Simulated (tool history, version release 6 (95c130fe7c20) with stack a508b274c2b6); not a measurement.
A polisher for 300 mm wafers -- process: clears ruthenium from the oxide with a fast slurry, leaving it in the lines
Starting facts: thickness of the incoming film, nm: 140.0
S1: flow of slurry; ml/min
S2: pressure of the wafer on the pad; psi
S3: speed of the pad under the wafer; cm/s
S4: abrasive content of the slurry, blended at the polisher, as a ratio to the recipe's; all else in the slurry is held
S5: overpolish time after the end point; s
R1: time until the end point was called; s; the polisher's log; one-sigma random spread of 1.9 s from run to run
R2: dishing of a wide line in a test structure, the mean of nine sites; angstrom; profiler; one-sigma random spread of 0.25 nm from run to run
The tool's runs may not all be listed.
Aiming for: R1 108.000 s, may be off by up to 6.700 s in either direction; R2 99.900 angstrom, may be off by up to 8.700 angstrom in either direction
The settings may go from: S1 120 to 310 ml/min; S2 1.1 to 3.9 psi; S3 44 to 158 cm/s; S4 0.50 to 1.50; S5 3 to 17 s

| run | day | S1 | S2 | S3 | S4 | S5 | R1 | R2 |
|---|---|---|---|---|---|---|---|---|
| 1 | 0.000 | 200 | 2.5 | 100 | 1.00 | 9 | 31.819 | 308.990 |
| 2 | 0.258 | 180 | 2.5 | 100 | 1.00 | 9 | 31.951 | 301.590 |
| 3 | 0.358 | 180 | 2.3 | 92 | 0.95 | 9 | 39.858 | 254.620 |
| 4 | 0.521 | 180 | 2.1 | 86 | 0.95 | 9 | 46.544 | 226.840 |
| 5 | 0.729 | 180 | 2.4 | 86 | 0.95 | 9 | 40.901 | 252.000 |
| 6 | 0.854 | 180 | 2.4 | 86 | 0.95 | 6 | 40.239 | 170.480 |
| 7 | 1.146 | 180 | 2.2 | 80 | 0.95 | 6 | 48.459 | 146.610 |
| 8 | 1.175 | 180 | 2.2 | 80 | 0.95 | 6 | 46.889 | 155.510 |
| 9 | 1.388 | 180 | 2.0 | 76 | 0.95 | 6 | 55.697 | 133.470 |
| 10 | 1.762 | 180 | 1.9 | 74 | 0.95 | 6 | 59.180 | 120.430 |
| 11 | 1.792 | 180 | 1.8 | 72 | 0.95 | 6 | 64.306 | 112.160 |
| 12 | 2.142 | 180 | 1.7 | 70 | 0.95 | 6 | 69.218 | 106.780 |

5 candidate next runs follow, results not yet known. Just one meets every target within its allowed miss. Identify it.
| A | 2.492 | 170 | 1.9 | 76 | 1.10 | 5 | ? | ? |
| B | 2.492 | 180 | 1.5 | 50 | 0.95 | 9 | ? | ? |
| C | 2.492 | 220 | 1.1 | 60 | 0.80 | 11 | ? | ? |
| D | 2.492 | 190 | 1.5 | 66 | 1.00 | 7 | ? | ? |
| E | 2.492 | 180 | 2.2 | 100 | 1.00 | 3 | ? | ? |

| move | R1 | R2 |
|---|---|---|
| A | 53.613 | 110.640 |
| B | 105.950 | 101.160 |
| C | 126.560 | 103.420 |
| D | 79.074 | 105.250 |
| E | 36.942 | 96.885 |
A: further off than the last run
B: every result lands within tolerance
C: carries the result that was furthest off beyond its target, to the other side
D: closes in on the targets versus the last run, not all within tolerance yet
E: further off than the last run
Correct choice: B, which meets every target

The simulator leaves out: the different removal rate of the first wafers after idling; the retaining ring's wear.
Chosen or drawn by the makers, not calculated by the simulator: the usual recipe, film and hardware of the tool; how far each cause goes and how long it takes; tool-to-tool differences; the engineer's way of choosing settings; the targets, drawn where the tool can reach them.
